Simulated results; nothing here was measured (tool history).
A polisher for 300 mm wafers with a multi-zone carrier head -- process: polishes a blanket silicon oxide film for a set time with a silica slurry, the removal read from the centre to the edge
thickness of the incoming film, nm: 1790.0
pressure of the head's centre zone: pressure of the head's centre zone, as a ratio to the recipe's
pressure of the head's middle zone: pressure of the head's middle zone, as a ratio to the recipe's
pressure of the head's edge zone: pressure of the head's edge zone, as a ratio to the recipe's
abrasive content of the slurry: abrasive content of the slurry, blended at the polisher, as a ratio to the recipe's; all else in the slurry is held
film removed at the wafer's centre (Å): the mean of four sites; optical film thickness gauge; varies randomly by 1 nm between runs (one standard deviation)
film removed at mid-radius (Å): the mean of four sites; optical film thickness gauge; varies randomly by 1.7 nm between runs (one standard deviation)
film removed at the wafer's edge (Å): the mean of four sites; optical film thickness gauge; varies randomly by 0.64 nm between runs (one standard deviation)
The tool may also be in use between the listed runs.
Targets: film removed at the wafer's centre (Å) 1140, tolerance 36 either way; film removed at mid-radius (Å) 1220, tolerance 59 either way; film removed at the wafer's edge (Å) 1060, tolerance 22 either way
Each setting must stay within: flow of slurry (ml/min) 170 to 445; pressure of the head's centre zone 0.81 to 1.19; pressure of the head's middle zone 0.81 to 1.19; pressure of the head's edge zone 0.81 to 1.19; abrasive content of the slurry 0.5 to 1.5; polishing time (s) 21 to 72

| run | hour | flow of slurry (ml/min) | pressure of the head's centre zone | pressure of the head's middle zone | pressure of the head's edge zone | abrasive content of the slurry | polishing time (s) | film removed at the wafer's centre (Å) | film removed at mid-radius (Å) | film removed at the wafer's edge (Å) |
|---|---|---|---|---|---|---|---|---|---|---|
| 1 | 0 | 285 | 1 | 1 | 1 | 1 | 46 | 1409.7 | 1366.1 | 1357.4 |
| 2 | 9 | 285 | 1.06 | 1 | 1 | 1 | 46 | 1480.7 | 1385 | 1363.2 |
| 3 | 15.4 | 285 | 1.09 | 1 | 1 | 1 | 46 | 1522.8 | 1390.5 | 1353.3 |
| 4 | 20.6 | 285 | 1.09 | 1 | 1 | 1 | 41 | 1371.8 | 1225.8 | 1203.9 |
| 5 | 26.1 | 285 | 1.09 | 1 | 1.06 | 1 | 41 | 1334.9 | 1185.9 | 1254.9 |
| 6 | 29.1 | 285 | 1.09 | 1 | 1.06 | 1 | 51 | 1697.2 | 1529.7 | 1563.3 |
| 7 | 32.2 | 275 | 1.05 | 1 | 1 | 0.85 | 50 | 1488.8 | 1374.5 | 1352.5 |
| 8 | 37.1 | 260 | 1 | 1.01 | 0.96 | 0.8 | 50 | 1337.2 | 1318.5 | 1279.6 |
| 9 | 43.3 | 250 | 0.99 | 1.02 | 0.92 | 0.75 | 50 | 1278.3 | 1281.1 | 1209.6 |

Pick the move, out of 4, that brings all results within their allowed miss; only one does.
| A | 49.5 | 180 | 0.85 | 0.92 | 1.06 | 0.8 | 51 | ? | ? | ? |
| B | 49.5 | 280 | 0.98 | 1.09 | 0.88 | 0.85 | 42 | ? | ? | ? |
| C | 49.5 | 245 | 0.97 | 0.94 | 0.92 | 0.85 | 51 | ? | ? | ? |
| D | 49.5 | 335 | 0.85 | 1.09 | 0.93 | 0.9 | 47 | ? | ? | ? |

| move | film removed at the wafer's centre (Å) | film removed at mid-radius (Å) | film removed at the wafer's edge (Å) |
|---|---|---|---|
| A | 1122.8 | 1216.4 | 1354.6 |
| B | 1142 | 1204.6 | 1078.2 |
| C | 1358.1 | 1303.8 | 1329.7 |
| D | 1156.2 | 1407 | 1287.6 |
A: moves away from the targets compared with the last run
B: hits every target within its allowed miss
C: moves away from the targets compared with the last run
D: moves away from the targets compared with the last run
B meets every target.
